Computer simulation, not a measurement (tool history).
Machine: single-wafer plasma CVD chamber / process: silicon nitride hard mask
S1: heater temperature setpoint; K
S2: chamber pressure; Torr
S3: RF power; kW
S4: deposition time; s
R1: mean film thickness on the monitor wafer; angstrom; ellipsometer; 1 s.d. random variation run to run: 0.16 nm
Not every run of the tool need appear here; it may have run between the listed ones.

run    day      S1    S2     S3    S4      R1
  1      0  693.15  1.94  0.355  50.2   623.6
  2  0.283  693.15  1.94  0.355  47.7  590.63
  3  0.571  693.15  1.94  0.355  47.7  591.07
  4  0.912  693.15   1.9  0.355  47.7  586.48
  5  1.017  693.15   1.9  0.355  47.7  585.27
  6    1.3  693.15  1.87  0.355  47.7  582.88

Expected results for the next run?
  7  1.542  693.15  1.85  0.355  47.7   ?

Run 7 produced R1 580.19 angstrom.

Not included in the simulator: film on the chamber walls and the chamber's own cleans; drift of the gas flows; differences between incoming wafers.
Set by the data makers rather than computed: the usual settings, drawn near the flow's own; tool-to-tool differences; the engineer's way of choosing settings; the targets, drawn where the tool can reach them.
